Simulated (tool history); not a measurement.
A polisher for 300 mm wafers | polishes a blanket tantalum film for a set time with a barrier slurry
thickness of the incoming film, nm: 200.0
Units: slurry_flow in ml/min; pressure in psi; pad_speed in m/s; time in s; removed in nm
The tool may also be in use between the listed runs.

run,hour,slurry_flow,pressure,pad_speed,slurry_solids,time,removed
1,0,270,2,0.92,1,34,41.791
2,5,270,2,0.92,1.2,34,44.832
3,13.1,270,2.1,0.92,1.2,34,46.512
4,20.9,270,2.2,0.92,1.2,34,46.669
5,22.1,240,2.2,0.92,1.2,34,46.305
6,29.3,240,2.2,1.06,1.2,34,53.403

Run 7 comes next. What will it give?
7,37.7,245,2.2,1.06,1.2,34,?

{"run 7": {"removed": 52.705}}
